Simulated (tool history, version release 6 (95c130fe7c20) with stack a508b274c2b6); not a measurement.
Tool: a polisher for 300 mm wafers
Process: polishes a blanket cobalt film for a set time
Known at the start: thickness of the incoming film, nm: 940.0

| run | hour | flow of slurry (ml/min) | pressure of the wafer on the pad (kPa) | speed of the pad under the wafer (m/s) | polishing time (s) | film removed (Å) |
|---|---|---|---|---|---|---|
| 1 | 0.0 | 250 | 9.7 | 0.84 | 42 | 1104.90 |
| 2 | 6.0 | 250 | 8.3 | 0.78 | 42 | 884.24 |
| 3 | 10.9 | 250 | 8.3 | 0.78 | 37 | 779.71 |
| 4 | 16.1 | 250 | 7.6 | 0.78 | 37 | 721.24 |
| 5 | 21.9 | 250 | 6.9 | 0.78 | 37 | 645.62 |
| 6 | 30.2 | 250 | 4.1 | 0.78 | 37 | 404.68 |
| 7 | 31.9 | 255 | 4.1 | 0.78 | 37 | 402.77 |
| 8 | 38.7 | 255 | 4.1 | 0.78 | 37 | 402.49 |
| 9 | 39.9 | 255 | 4.8 | 0.78 | 37 | 466.73 |
| 10 | 48.6 | 250 | 4.8 | 0.78 | 37 | 467.06 |
| 11 | 52.2 | 255 | 4.8 | 0.78 | 37 | 464.12 |
| 12 | 54.5 | 250 | 4.8 | 0.78 | 37 | 466.03 |
| 13 | 56.5 | 255 | 4.8 | 0.78 | 37 | 465.55 |
| 14 | 63.6 | 250 | 4.8 | 0.78 | 37 | 468.64 |

What will run 15 give?
| 15 | 64.6 | 255 | 4.8 | 0.78 | 37 | ? |

{"run 15": {"film removed (Å)": 467.65}}
